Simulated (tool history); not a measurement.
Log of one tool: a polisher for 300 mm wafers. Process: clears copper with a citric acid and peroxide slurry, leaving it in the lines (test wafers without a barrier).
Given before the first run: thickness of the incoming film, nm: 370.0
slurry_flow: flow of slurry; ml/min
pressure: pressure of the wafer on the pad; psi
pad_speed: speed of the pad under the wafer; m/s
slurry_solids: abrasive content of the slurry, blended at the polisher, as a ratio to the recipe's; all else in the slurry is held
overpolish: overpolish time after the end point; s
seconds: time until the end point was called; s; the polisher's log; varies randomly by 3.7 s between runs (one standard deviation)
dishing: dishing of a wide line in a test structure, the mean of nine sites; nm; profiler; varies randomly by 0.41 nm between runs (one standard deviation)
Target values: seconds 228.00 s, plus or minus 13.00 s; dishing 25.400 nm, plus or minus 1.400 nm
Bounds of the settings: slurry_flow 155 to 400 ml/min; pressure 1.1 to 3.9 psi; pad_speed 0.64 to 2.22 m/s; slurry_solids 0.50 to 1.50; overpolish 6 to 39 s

run,day,slurry_flow,pressure,pad_speed,slurry_solids,overpolish,seconds,dishing
1,0.000,255,2.5,1.42,1.00,20,153.03,36.934
2,0.046,255,2.3,1.42,1.00,20,164.11,33.248
3,0.354,255,2.3,1.42,1.15,20,156.65,34.467
4,0.642,255,2.3,1.42,1.35,20,161.28,34.796
5,0.750,255,2.3,1.24,1.35,20,180.72,31.861
6,0.871,255,2.2,1.24,1.35,20,189.75,30.175
7,1.038,255,2.1,1.24,1.35,20,192.86,29.060
8,1.125,255,2.0,1.24,1.35,20,207.15,27.143
9,1.400,255,1.9,1.24,1.35,21,224.18,27.440

5 next moves are on the table. One of them brings every result within its allowed miss. Which?
A,1.675,260,1.9,1.16,1.30,24,?,?
B,1.675,230,1.8,1.04,1.50,26,?,?
C,1.675,310,2.7,0.66,1.45,23,?,?
D,1.675,280,1.7,1.28,1.35,20,?,?
E,1.675,220,1.8,1.28,1.30,24,?,?

move,seconds,dishing
A,236.83,29.305
B,274.21,27.604
C,275.17,25.347
D,236.97,24.869
E,232.16,29.671
A: misses by more than the last run did
B: misses by more than the last run did
C: the furthest-off result lands on target, but another misses its tolerance
D: hits every target within its allowed miss
E: misses by more than the last run did
Answer: D

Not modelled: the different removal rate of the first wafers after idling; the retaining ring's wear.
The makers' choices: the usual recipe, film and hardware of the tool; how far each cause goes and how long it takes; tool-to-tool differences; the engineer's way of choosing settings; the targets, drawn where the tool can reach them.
